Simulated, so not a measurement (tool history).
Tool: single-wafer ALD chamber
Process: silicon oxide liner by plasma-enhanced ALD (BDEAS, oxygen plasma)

run  hour  heater temperature setpoint (deg C)  number of ALD cycles (cycles)  mean film thickness on the monitor wafer (Å)
  1     0                                  310                             77                                        63.467
  2   3.1                                  311                             72                                        59.612
  3   5.3                                  311                             68                                        56.088
  4   7.2                                  311                             66                                        54.569
  5  11.6                                  311                             65                                        53.375
  6  14.5                                  311                             59                                         48.52
  7  20.6                                  311                             60                                        49.348

Run 8 comes next. What will it give?
  8  24.4                                  311                             60                                             ?

mean film thickness on the monitor wafer (Å): 49.528
